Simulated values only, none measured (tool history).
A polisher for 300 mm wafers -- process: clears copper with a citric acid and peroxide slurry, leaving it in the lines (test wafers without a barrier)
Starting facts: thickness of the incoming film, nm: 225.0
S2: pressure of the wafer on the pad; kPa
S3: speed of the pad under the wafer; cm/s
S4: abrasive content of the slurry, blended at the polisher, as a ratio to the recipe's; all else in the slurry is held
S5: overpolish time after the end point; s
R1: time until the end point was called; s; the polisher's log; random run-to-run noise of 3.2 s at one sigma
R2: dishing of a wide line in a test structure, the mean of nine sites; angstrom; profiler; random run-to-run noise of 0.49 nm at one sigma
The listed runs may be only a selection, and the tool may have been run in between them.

run 1 hour=0.0 | flow_of_slurry_(ml/min)=260 S2=20.7 S3=90 S4=1.00 S5=21 | R1=145.66 R2=214.98
run 2 hour=4.9 | flow_of_slurry_(ml/min)=260 S2=19.3 S3=90 S4=1.00 S5=23 | R1=159.83 R2=219.66
run 3 hour=12.3 | flow_of_slurry_(ml/min)=260 S2=19.3 S3=102 S4=1.00 S5=23 | R1=139.91 R2=255.08
run 4 hour=14.1 | flow_of_slurry_(ml/min)=260 S2=19.3 S3=102 S4=1.05 S5=23 | R1=133.26 R2=257.61
run 5 hour=17.2 | flow_of_slurry_(ml/min)=260 S2=17.9 S3=102 S4=1.05 S5=25 | R1=148.66 R2=251.81
run 6 hour=17.7 | flow_of_slurry_(ml/min)=260 S2=17.9 S3=102 S4=0.95 S5=25 | R1=157.38 R2=244.96

For run 7, what comes out?
-- hour=19.5 head pressure recalibrated
run 7 hour=19.5 | flow_of_slurry_(ml/min)=260 S2=17.9 S3=102 S4=0.95 S5=25 | R1=? R2=?

R1: 145.82 s
R2: 254.25 angstrom

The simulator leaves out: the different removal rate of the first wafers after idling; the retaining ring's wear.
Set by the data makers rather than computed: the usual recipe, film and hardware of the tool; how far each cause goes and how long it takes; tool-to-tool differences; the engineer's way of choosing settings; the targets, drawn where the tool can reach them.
